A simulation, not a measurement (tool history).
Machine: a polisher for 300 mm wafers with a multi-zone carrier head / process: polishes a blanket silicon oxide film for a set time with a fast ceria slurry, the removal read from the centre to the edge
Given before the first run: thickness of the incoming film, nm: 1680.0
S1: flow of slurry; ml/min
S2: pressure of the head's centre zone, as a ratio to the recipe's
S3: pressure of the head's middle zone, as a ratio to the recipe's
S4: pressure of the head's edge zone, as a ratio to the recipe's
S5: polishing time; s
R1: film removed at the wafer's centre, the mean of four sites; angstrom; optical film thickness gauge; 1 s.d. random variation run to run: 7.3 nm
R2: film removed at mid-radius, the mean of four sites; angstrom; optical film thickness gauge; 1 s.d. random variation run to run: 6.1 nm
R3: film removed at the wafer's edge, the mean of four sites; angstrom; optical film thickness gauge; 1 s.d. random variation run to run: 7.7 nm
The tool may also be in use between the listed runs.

run,hour,S1,S2,S3,S4,S5,R1,R2,R3
1,0,155,1,1,1,33,5420,5581.5,5413.4
2,6.5,155,1,1,1,38,6229.9,6445,6178.9
3,8,155,1,0.93,1,38,6118.5,5943.6,6353.3
4,9.1,155,1.02,0.94,0.97,38,6282,6020.9,6044.8
5,17.3,155,1.03,0.94,0.96,38,6272.2,5957.4,6001.5
6,25.7,155,1.04,0.94,0.95,38,6591.2,6082.4,6124.6
7,32.2,150,1.04,0.94,0.94,38,6474.4,5917,6050.1
8,37.9,150,1.04,0.94,0.93,38,6440.9,5848.6,6051.5
9,45.3,155,1.04,0.95,0.92,38,6585.8,5916.5,5989.9
10,50,155,1.04,0.96,0.91,38,6415.6,6185.4,6062.1
11,57.9,155,1.04,0.96,0.91,38,6422.5,6082.4,6071.6
12,61.2,155,1.05,0.96,0.91,38,6543.2,6155.3,5906.3
13,64.1,155,1.05,0.96,0.91,38,6538.5,6128.1,6059.2
14,72.4,155,1.06,0.96,0.9,38,6639.1,6087.5,5858.5
15,80.4,150,1.06,0.96,0.9,38,6510,6084.2,5897.6

For run 16, what comes out?
16,89.2,150,1.06,0.96,0.9,38,?,?,?

{"run 16": {"R1": 6483.5, "R2": 6185.7, "R3": 5969.9}}
